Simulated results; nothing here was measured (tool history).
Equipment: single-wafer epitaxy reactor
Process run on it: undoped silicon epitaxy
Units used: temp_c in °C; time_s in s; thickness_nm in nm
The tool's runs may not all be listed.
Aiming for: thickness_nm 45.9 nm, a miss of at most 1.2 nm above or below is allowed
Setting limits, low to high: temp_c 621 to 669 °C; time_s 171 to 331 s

run	hour	temp_c	time_s	thickness_nm
1	0	645	251	41.038
2	6	647	251	42.523
3	13.1	647	227	38.433
4	18.5	657	227	48.046
5	22.6	657	207	43.566
6	23.9	661	207	47.415
7	30.7	661	207	47.826
# hour 38: pyrometer calibrated
8	38	660	207	43.95

Exactly one of the 5 candidate moves below puts every result within its allowed miss. Which one?
A	45.3	660	191	?
B	45.3	664	180	?
C	45.3	660	201	?
D	45.3	661	212	?
E	45.3	669	191	?

move	thickness_nm
A	40.534
B	41.618
C	42.656
D	45.968
E	49.105
A: the biggest miss grows against the last run
B: the biggest miss grows against the last run
C: the biggest miss grows against the last run
D: every result lands within tolerance
E: takes the result that was furthest off past its target
The move that meets every target is D.
